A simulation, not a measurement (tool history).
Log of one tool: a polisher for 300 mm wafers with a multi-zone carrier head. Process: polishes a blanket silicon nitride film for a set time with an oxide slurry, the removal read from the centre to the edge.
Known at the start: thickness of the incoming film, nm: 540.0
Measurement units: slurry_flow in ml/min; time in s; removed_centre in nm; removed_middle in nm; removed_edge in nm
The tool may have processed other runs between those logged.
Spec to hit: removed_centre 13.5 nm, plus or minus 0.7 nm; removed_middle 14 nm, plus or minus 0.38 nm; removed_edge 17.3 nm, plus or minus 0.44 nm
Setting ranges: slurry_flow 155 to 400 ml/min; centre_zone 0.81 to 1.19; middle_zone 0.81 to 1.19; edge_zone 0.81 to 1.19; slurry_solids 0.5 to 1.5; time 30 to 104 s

Run 1, hour 0: slurry_flow 255 ml/min, centre_zone 1, middle_zone 1, edge_zone 1, slurry_solids 1, time 67 s. Result: removed_centre 25.865 nm, removed_middle 27.021 nm, removed_edge 27.172 nm.
Run 2, hour 6.2: slurry_flow 255 ml/min, centre_zone 1, middle_zone 1, edge_zone 0.93, slurry_solids 1, time 67 s. Result: removed_centre 27.156 nm, removed_middle 26.806 nm, removed_edge 26.604 nm.
Run 3, hour 14.6: slurry_flow 255 ml/min, centre_zone 1, middle_zone 1, edge_zone 0.85, slurry_solids 1, time 67 s. Result: removed_centre 26.505 nm, removed_middle 26.946 nm, removed_edge 25.605 nm.
Run 4, hour 16.9: slurry_flow 255 ml/min, centre_zone 1, middle_zone 1, edge_zone 0.85, slurry_solids 1, time 60 s. Result: removed_centre 23.719 nm, removed_middle 23.953 nm, removed_edge 23.085 nm.
Run 5, hour 17.5: slurry_flow 255 ml/min, centre_zone 1, middle_zone 1, edge_zone 0.93, slurry_solids 1, time 60 s. Result: removed_centre 24.431 nm, removed_middle 24.27 nm, removed_edge 23.855 nm.
Run 6, hour 19.5: slurry_flow 205 ml/min, centre_zone 1, middle_zone 1, edge_zone 0.93, slurry_solids 1, time 60 s. Result: removed_centre 23.043 nm, removed_middle 23.726 nm, removed_edge 23.728 nm.
Run 7, hour 25.3: slurry_flow 190 ml/min, centre_zone 0.96, middle_zone 0.95, edge_zone 0.95, slurry_solids 0.85, time 58 s. Result: removed_centre 19.4 nm, removed_middle 19.349 nm, removed_edge 20.361 nm.
At hour 30.4: worn pad replaced by a new one.
Run 8, hour 30.4: slurry_flow 180 ml/min, centre_zone 0.92, middle_zone 0.92, edge_zone 1, slurry_solids 0.8, time 58 s. Result: removed_centre 19.924 nm, removed_middle 19.879 nm, removed_edge 22.098 nm.

Which one of the following 5 next-run settings gets every result inside its allowed miss? There is exactly one.
Run A, hour 35.5: slurry_flow 155 ml/min, centre_zone 0.81, middle_zone 0.89, edge_zone 1.08, slurry_solids 1.05, time 36 s. Result: removed_centre ?, removed_middle ?, removed_edge ?.
Run B, hour 35.5: slurry_flow 160 ml/min, centre_zone 0.83, middle_zone 0.95, edge_zone 1.01, slurry_solids 0.8, time 43 s. Result: removed_centre ?, removed_middle ?, removed_edge ?.
Run C, hour 35.5: slurry_flow 155 ml/min, centre_zone 0.81, middle_zone 0.84, edge_zone 1.07, slurry_solids 0.85, time 42 s. Result: removed_centre ?, removed_middle ?, removed_edge ?.
Run D, hour 35.5: slurry_flow 155 ml/min, centre_zone 0.81, middle_zone 0.98, edge_zone 1.17, slurry_solids 0.85, time 37 s. Result: removed_centre ?, removed_middle ?, removed_edge ?.
Run E, hour 35.5: slurry_flow 165 ml/min, centre_zone 0.95, middle_zone 0.97, edge_zone 0.95, slurry_solids 0.85, time 47 s. Result: removed_centre ?, removed_middle ?, removed_edge ?.

move  removed_centre  removed_middle  removed_edge
   A          13.631          14.631        17.375
   B          13.558          15.093          16.4
   C          13.663          13.988        17.352
   D          12.048          14.005         15.97
   E          17.246          17.717        18.362
A: gains on the last run, yet a result remains outside its allowed miss
B: gains on the last run, yet a result remains outside its allowed miss
C: all results land within tolerance of their targets
D: the furthest-off result lands on target, but another misses its tolerance
E: gains on the last run, yet a result remains outside its allowed miss
Go with C: it meets all targets.

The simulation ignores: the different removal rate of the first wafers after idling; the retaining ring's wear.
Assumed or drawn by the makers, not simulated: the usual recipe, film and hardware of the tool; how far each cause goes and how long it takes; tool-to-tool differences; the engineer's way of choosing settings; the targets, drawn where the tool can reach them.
